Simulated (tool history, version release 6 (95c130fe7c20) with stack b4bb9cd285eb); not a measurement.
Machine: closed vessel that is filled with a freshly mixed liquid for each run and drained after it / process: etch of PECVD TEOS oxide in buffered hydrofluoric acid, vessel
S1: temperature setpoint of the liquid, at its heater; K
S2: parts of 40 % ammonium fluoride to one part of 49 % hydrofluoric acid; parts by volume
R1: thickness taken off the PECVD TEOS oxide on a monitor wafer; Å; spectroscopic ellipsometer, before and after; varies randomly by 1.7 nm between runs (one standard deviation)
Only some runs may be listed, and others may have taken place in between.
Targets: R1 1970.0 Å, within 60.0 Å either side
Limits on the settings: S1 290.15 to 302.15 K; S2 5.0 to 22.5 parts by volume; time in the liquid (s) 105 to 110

{"run": 1, "day": 0.0, "S1": 294.15, "S2": 13.5, "time in the liquid (s)": 105, "R1": 1210.0}
{"run": 2, "day": 0.271, "S1": 294.15, "S2": 13.5, "time in the liquid (s)": 110, "R1": 1254.1}
{"run": 3, "day": 0.612, "S1": 295.65, "S2": 13.5, "time in the liquid (s)": 110, "R1": 1362.9}
{"run": 4, "day": 0.683, "S1": 294.15, "S2": 13.5, "time in the liquid (s)": 110, "R1": 1277.7}
{"run": 5, "day": 0.812, "S1": 294.15, "S2": 13.5, "time in the liquid (s)": 105, "R1": 1220.1}
{"run": 6, "day": 1.092, "S1": 295.65, "S2": 13.0, "time in the liquid (s)": 105, "R1": 1373.2}
{"run": 7, "day": 1.217, "S1": 296.65, "S2": 13.0, "time in the liquid (s)": 105, "R1": 1437.6}
{"run": 8, "day": 1.446, "S1": 297.65, "S2": 13.0, "time in the liquid (s)": 105, "R1": 1521.6}
{"run": 9, "day": 1.771, "S1": 298.65, "S2": 13.0, "time in the liquid (s)": 105, "R1": 1605.6}

Of the 4 settings listed for the next run, only one would bring every result within its allowed miss of target. Which one?
{"run": "A", "day": 2.096, "S1": 293.15, "S2": 8.0, "time in the liquid (s)": 110, "R1": "?"}
{"run": "B", "day": 2.096, "S1": 297.65, "S2": 9.5, "time in the liquid (s)": 110, "R1": "?"}
{"run": "C", "day": 2.096, "S1": 301.65, "S2": 11.5, "time in the liquid (s)": 105, "R1": "?"}
{"run": "D", "day": 2.096, "S1": 298.65, "S2": 10.5, "time in the liquid (s)": 110, "R1": "?"}

move=A R1=1945.7
move=B R1=2121.1
move=C R1=2120.5
move=D R1=2067.5
A: meets every target
B: carries the result that was furthest off beyond its target, to the other side
C: carries the result that was furthest off beyond its target, to the other side
D: carries the result that was furthest off beyond its target, to the other side
Answer: A

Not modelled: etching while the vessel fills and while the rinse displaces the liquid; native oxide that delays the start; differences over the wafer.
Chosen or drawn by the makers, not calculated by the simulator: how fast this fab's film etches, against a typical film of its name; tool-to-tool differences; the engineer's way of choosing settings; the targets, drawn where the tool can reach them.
